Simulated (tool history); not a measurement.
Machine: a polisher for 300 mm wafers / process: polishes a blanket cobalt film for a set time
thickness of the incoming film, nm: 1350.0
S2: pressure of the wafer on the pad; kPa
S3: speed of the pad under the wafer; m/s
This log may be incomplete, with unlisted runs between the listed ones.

{"run": 1, "day": 0.0, "flow of slurry (ml/min)": 155, "S2": 14.5, "S3": 0.96, "polishing time (s)": 97, "film removed (nm)": 440.97}
{"run": 2, "day": 0.262, "flow of slurry (ml/min)": 155, "S2": 13.1, "S3": 0.96, "polishing time (s)": 97, "film removed (nm)": 403.83}
{"run": 3, "day": 0.529, "flow of slurry (ml/min)": 155, "S2": 13.1, "S3": 0.96, "polishing time (s)": 97, "film removed (nm)": 408.55}
{"run": 4, "day": 0.621, "flow of slurry (ml/min)": 155, "S2": 13.1, "S3": 0.96, "polishing time (s)": 97, "film removed (nm)": 405.31}
{"run": 5, "day": 0.779, "flow of slurry (ml/min)": 150, "S2": 11.7, "S3": 0.92, "polishing time (s)": 97, "film removed (nm)": 343.61}
{"run": 6, "day": 1.104, "flow of slurry (ml/min)": 170, "S2": 11.7, "S3": 0.92, "polishing time (s)": 97, "film removed (nm)": 356.38}
{"run": 7, "day": 1.275, "flow of slurry (ml/min)": 160, "S2": 10.3, "S3": 0.92, "polishing time (s)": 97, "film removed (nm)": 315.96}
{"run": 8, "day": 1.55, "flow of slurry (ml/min)": 150, "S2": 9.7, "S3": 0.92, "polishing time (s)": 97, "film removed (nm)": 291.81}
{"run": 9, "day": 1.592, "flow of slurry (ml/min)": 140, "S2": 9, "S3": 0.92, "polishing time (s)": 97, "film removed (nm)": 271.83}
{"run": 10, "day": 1.908, "flow of slurry (ml/min)": 130, "S2": 8.3, "S3": 0.92, "polishing time (s)": 97, "film removed (nm)": 247.31}
{"run": 11, "day": 2.258, "flow of slurry (ml/min)": 125, "S2": 8.3, "S3": 0.92, "polishing time (s)": 97, "film removed (nm)": 247.49}
{"run": 12, "day": 2.379, "flow of slurry (ml/min)": 125, "S2": 8.3, "S3": 0.92, "polishing time (s)": 97, "film removed (nm)": 244.72}
{"run": 13, "day": 2.462, "flow of slurry (ml/min)": 120, "S2": 8.3, "S3": 0.92, "polishing time (s)": 97, "film removed (nm)": 244.33}
{"run": 14, "day": 2.762, "flow of slurry (ml/min)": 115, "S2": 8.3, "S3": 0.92, "polishing time (s)": 97, "film removed (nm)": 244.98}

Forecast run 15:
{"run": 15, "day": 2.933, "flow of slurry (ml/min)": 110, "S2": 8.3, "S3": 0.92, "polishing time (s)": 97, "film removed (nm)": "?"}

{"run 15": {"film removed (nm)": 241.92}}

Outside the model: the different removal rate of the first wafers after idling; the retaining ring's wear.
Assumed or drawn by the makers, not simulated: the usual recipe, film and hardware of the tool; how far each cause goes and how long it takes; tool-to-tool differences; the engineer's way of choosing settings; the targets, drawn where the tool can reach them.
